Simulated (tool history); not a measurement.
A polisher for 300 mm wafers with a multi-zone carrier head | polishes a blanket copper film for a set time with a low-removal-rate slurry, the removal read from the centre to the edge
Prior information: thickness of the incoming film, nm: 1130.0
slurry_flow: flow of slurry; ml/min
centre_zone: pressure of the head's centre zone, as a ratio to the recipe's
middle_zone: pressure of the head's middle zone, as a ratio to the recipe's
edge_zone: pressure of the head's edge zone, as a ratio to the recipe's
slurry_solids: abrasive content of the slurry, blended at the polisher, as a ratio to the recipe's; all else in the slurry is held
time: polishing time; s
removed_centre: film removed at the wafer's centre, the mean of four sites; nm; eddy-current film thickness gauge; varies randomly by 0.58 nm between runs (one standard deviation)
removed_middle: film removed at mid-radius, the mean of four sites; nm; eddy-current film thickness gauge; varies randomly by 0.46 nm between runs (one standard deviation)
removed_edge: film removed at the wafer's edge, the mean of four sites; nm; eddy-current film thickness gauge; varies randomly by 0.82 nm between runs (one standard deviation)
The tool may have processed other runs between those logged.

run    day  slurry_flow  centre_zone  middle_zone  edge_zone  slurry_solids  time  removed_centre  removed_middle  removed_edge
  1      0          130            1            1          1              1    43          119.05          116.53        115.19
  2  0.342          130            1            1          1           0.85    43          113.37          113.42        111.48
  3  0.504          130            1         0.99       0.97            0.8    41          106.83          106.67        104.99
  4  0.742          100            1         0.99       0.97            0.8    41          100.24          101.77        101.38
  5  0.821          105            1         0.99       0.95           0.75    39           96.81          95.838        95.817
  6  0.867          105         1.07         0.99       0.95           0.75    39          104.55          95.877        94.256
  7  0.933          105         1.06         0.99       0.93            0.7    37          95.103          89.809        85.921
  8  1.167          105         1.05         0.98       0.91           0.65    36          90.872          86.017        82.031
  9  1.317          105         1.03         0.97        0.9            0.6    35          86.129            80.8        80.569
 10  1.388          105         1.03         0.97        0.9            0.6    35          84.835          80.674        78.849

Predict the results of run 11:
 11  1.421          105         1.02         0.97       0.89            0.6    35               ?               ?             ?

{"run 11": {"removed_centre": 84.859, "removed_middle": 80.46, "removed_edge": 78.876}}
